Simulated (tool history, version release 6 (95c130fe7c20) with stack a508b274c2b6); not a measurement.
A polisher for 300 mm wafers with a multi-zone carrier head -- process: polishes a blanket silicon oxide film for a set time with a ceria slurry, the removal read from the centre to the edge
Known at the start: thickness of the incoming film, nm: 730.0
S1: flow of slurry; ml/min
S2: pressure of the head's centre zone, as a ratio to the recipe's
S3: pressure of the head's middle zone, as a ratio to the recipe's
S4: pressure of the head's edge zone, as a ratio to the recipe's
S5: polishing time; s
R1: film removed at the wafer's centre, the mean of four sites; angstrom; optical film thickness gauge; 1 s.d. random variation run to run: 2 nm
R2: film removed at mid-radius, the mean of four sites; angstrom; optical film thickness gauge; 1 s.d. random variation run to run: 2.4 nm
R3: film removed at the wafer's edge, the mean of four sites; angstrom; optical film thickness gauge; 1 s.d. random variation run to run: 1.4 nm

run,hour,S1,S2,S3,S4,S5,R1,R2,R3
1,0.0,295,1.00,1.00,1.00,30,2602.3,2678.7,2654.1
2,1.4,280,0.95,0.98,1.01,27,2253.3,2327.3,2371.7
3,3.1,280,0.95,1.06,1.01,27,2230.9,2508.4,2363.8
4,3.8,280,0.95,1.06,1.01,34,2851.0,3246.4,3012.1
5,9.5,340,0.95,1.06,1.01,34,2862.0,3280.0,3028.9
6,10.0,340,0.87,1.06,1.01,34,2624.8,3272.4,3051.4
7,14.1,340,0.87,1.06,1.01,34,2598.8,3219.3,3058.5
8,17.3,340,0.85,1.04,1.02,30,2241.2,2835.9,2676.8
9,26.1,335,0.84,1.01,1.04,27,2027.6,2406.1,2459.7
10,29.5,335,0.83,1.01,1.05,25,1850.7,2263.5,2302.6
11,35.4,330,0.82,1.00,1.05,24,1752.5,2198.6,2190.8
12,43.5,320,0.82,0.98,1.06,23,1648.1,2082.1,2099.5
13,50.6,305,0.82,0.94,1.05,23,1645.4,1950.7,2066.4
14,51.4,285,0.82,0.93,1.05,23,1661.9,1916.1,2060.7
15,59.8,285,0.82,0.93,1.05,23,1606.5,1896.3,2071.7
16,68.5,275,0.82,0.93,1.03,23,1610.9,1935.3,2044.3
17,70.7,265,0.82,0.92,1.02,23,1609.6,1861.3,2045.4
18,78.4,260,0.82,0.93,1.01,23,1622.1,1894.2,2013.0

Expected results for the next run?
19,83.2,250,0.82,0.93,1.02,23,?,?,?

{"run 19": {"R1": 1622.3, "R2": 1887.1, "R3": 2019.0}}
